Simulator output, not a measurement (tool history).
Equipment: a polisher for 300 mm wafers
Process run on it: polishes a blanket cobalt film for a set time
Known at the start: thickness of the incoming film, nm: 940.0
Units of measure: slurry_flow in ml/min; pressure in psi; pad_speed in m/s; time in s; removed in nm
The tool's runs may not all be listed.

run  hour  slurry_flow  pressure  pad_speed  time  removed
  1   0.0          265       1.5       0.96    55   221.74
  2   6.0          265       1.6       0.96    55   238.25
  3  12.6          205       1.6       0.96    55   231.26
  4  20.8          205       1.7       0.96    55   246.28
  5  26.2          205       1.7       0.96    55   243.36
  6  28.2          205       1.5       0.96    55   218.77
  7  36.1          210       1.9       1.06    55   301.06
  8  37.2          210       2.0       1.06    55   318.23

Run 9 has not been measured yet. What should we expect?
  9  42.4          210       2.1       1.06    55        ?

removed: 327.07 nm
